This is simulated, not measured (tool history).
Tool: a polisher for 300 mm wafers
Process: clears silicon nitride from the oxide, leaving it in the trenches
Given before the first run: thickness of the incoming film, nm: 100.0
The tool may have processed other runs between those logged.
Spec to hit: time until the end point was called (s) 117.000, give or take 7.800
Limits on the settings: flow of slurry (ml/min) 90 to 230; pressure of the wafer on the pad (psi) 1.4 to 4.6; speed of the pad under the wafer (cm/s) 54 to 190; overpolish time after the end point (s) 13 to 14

run,hour,flow of slurry (ml/min),pressure of the wafer on the pad (psi),speed of the pad under the wafer (cm/s),overpolish time after the end point (s),time until the end point was called (s)
1,0.0,150,3.0,122,13,88.177
2,6.3,115,3.0,122,13,92.661
3,14.4,140,3.0,122,13,90.012
4,15.7,140,3.0,122,13,87.503
# hour 20.7: worn pad replaced by a new one
5,20.7,140,3.0,122,14,84.290
6,29.4,155,3.0,122,14,83.751
7,33.8,155,2.7,120,14,94.760
8,36.5,155,2.5,118,14,99.731
9,37.8,155,2.4,116,14,105.090

5 candidate next runs follow, results not yet known. Just one meets every target within its allowed miss. Identify it.
A,39.1,95,3.3,100,13,?
B,39.1,155,2.4,118,13,?
C,39.1,100,2.1,128,14,?
D,39.1,175,2.4,114,14,?
E,39.1,160,2.7,106,14,?

move,time until the end point was called (s)
A,100.130
B,105.530
C,119.470
D,107.200
E,104.270
A: moves away from the targets compared with the last run
B: about the same distance from the targets as the last run
C: in spec on every target
D: nearer than the last run, and not there yet
E: moves away from the targets compared with the last run
Move C is the one to make.
